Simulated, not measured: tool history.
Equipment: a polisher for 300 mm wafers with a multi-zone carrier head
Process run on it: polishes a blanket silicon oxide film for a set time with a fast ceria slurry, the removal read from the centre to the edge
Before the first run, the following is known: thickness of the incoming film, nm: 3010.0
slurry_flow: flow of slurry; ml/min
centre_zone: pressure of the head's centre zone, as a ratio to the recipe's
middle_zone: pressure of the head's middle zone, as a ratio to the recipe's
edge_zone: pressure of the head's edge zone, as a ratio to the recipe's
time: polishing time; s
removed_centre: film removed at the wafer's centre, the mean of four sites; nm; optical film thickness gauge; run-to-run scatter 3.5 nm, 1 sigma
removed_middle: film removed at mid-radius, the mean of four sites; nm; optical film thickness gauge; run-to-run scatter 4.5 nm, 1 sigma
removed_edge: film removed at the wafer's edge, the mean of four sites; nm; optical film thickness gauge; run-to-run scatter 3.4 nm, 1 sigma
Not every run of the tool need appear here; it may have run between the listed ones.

| run | hour | slurry_flow | centre_zone | middle_zone | edge_zone | time | removed_centre | removed_middle | removed_edge |
|---|---|---|---|---|---|---|---|---|---|
| 1 | 0 | 270 | 1 | 1 | 1 | 47 | 577.7 | 572.51 | 595.38 |
| 2 | 5 | 270 | 1 | 1 | 1 | 41 | 511.34 | 504.36 | 509.11 |
| 3 | 12.6 | 270 | 1.09 | 1 | 1 | 41 | 558.74 | 499.55 | 509.85 |
| 4 | 13.4 | 270 | 1.09 | 1.07 | 1 | 41 | 567.87 | 542.25 | 506.95 |
| 5 | 21.4 | 270 | 1.15 | 1.07 | 1 | 41 | 595.52 | 534.39 | 518.46 |
| 6 | 28.5 | 260 | 1.1 | 1.06 | 1.02 | 38 | 515.88 | 480.4 | 476.14 |
| 7 | 30.9 | 255 | 1.07 | 1.06 | 1.02 | 36 | 484 | 455.29 | 456.93 |
| 8 | 35.5 | 250 | 1.04 | 1.07 | 1.02 | 34 | 440.38 | 442.24 | 424.15 |
| 9 | 41.6 | 210 | 0.94 | 0.97 | 1.05 | 24 | 280.1 | 277.91 | 298.7 |
| 10 | 43.1 | 220 | 0.93 | 0.99 | 1.06 | 24 | 272.35 | 282.38 | 306.3 |
| 11 | 51.7 | 240 | 0.92 | 1.09 | 1.03 | 26 | 296.73 | 339.66 | 325.97 |

Forecast run 12:
| 12 | 54.2 | 235 | 0.91 | 1.09 | 1.03 | 26 | ? | ? | ? |

Run 12 yielded removed_centre 291.03 nm, removed_middle 334.86 nm, removed_edge 328.23 nm.

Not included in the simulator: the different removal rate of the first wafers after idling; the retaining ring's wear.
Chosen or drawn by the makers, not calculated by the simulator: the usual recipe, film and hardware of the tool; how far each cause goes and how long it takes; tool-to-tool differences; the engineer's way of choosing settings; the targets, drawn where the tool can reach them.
